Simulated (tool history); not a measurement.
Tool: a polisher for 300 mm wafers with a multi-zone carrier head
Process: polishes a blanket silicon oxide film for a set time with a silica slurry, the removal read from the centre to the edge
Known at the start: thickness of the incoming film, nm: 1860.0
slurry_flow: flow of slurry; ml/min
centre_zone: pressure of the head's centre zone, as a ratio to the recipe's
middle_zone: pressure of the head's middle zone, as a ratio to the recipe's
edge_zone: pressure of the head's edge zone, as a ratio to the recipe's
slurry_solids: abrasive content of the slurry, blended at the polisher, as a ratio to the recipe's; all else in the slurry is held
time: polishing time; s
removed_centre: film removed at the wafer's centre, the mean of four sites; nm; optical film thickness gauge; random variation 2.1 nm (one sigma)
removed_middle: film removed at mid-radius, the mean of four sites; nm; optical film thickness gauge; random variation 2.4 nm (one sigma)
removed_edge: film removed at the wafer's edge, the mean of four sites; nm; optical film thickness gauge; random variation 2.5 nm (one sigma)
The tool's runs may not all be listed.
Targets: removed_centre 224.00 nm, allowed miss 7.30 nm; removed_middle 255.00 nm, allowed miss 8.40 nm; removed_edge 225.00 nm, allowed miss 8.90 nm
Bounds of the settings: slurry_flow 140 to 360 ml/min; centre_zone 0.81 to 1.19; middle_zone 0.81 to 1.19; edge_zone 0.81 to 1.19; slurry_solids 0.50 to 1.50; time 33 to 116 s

| run | hour | slurry_flow | centre_zone | middle_zone | edge_zone | slurry_solids | time | removed_centre | removed_middle | removed_edge |
|---|---|---|---|---|---|---|---|---|---|---|
| 1 | 0.0 | 230 | 1.00 | 1.00 | 1.00 | 1.00 | 74 | 167.15 | 170.46 | 172.01 |
| 2 | 8.9 | 230 | 1.00 | 1.06 | 1.00 | 1.00 | 74 | 165.36 | 181.57 | 166.38 |
| 3 | 11.2 | 235 | 1.01 | 1.07 | 1.02 | 1.10 | 74 | 177.86 | 192.09 | 182.13 |
| 4 | 12.5 | 235 | 1.01 | 0.99 | 1.02 | 1.10 | 74 | 179.71 | 178.44 | 181.83 |
| 5 | 16.6 | 235 | 1.01 | 1.05 | 1.02 | 1.10 | 74 | 180.36 | 186.34 | 179.79 |
| 6 | 18.6 | 240 | 1.00 | 1.07 | 1.03 | 1.15 | 75 | 186.10 | 196.00 | 185.02 |
| 7 | 23.3 | 230 | 0.99 | 1.08 | 1.04 | 1.20 | 76 | 189.26 | 204.06 | 189.86 |
| 8 | 29.3 | 235 | 0.99 | 1.09 | 1.06 | 1.25 | 76 | 190.55 | 212.02 | 205.01 |
| 9 | 38.2 | 245 | 1.00 | 1.11 | 1.06 | 1.25 | 76 | 196.62 | 215.34 | 200.67 |
| 10 | 45.2 | 250 | 1.00 | 1.12 | 1.06 | 1.30 | 76 | 204.04 | 219.15 | 205.68 |
| 11 | 51.5 | 250 | 1.00 | 1.13 | 1.06 | 1.35 | 76 | 202.05 | 231.38 | 209.72 |
| 12 | 59.7 | 255 | 1.01 | 1.14 | 1.07 | 1.35 | 76 | 206.09 | 230.68 | 212.37 |
| 13 | 62.5 | 260 | 1.01 | 1.15 | 1.07 | 1.35 | 76 | 210.23 | 229.12 | 209.99 |
| 14 | 63.4 | 260 | 1.00 | 1.17 | 1.06 | 1.45 | 77 | 214.70 | 244.93 | 220.85 |

Which of these 4 next moves meets every target?
| A | 64.3 | 275 | 0.99 | 1.13 | 0.95 | 1.45 | 82 | ? | ? | ? |
| B | 64.3 | 240 | 0.98 | 1.11 | 1.01 | 1.45 | 78 | ? | ? | ? |
| C | 64.3 | 270 | 1.05 | 1.19 | 0.91 | 1.30 | 83 | ? | ? | ? |
| D | 64.3 | 230 | 0.93 | 1.15 | 1.19 | 1.50 | 78 | ? | ? | ? |

| move | removed_centre | removed_middle | removed_edge |
|---|---|---|---|
| A | 229.73 | 256.71 | 220.53 |
| B | 212.31 | 236.48 | 213.34 |
| C | 234.90 | 258.55 | 208.19 |
| D | 202.92 | 245.71 | 233.82 |
A: meets every target
B: further off than the last run
C: takes the result that was furthest off past its target
D: further off than the last run
Answer: A

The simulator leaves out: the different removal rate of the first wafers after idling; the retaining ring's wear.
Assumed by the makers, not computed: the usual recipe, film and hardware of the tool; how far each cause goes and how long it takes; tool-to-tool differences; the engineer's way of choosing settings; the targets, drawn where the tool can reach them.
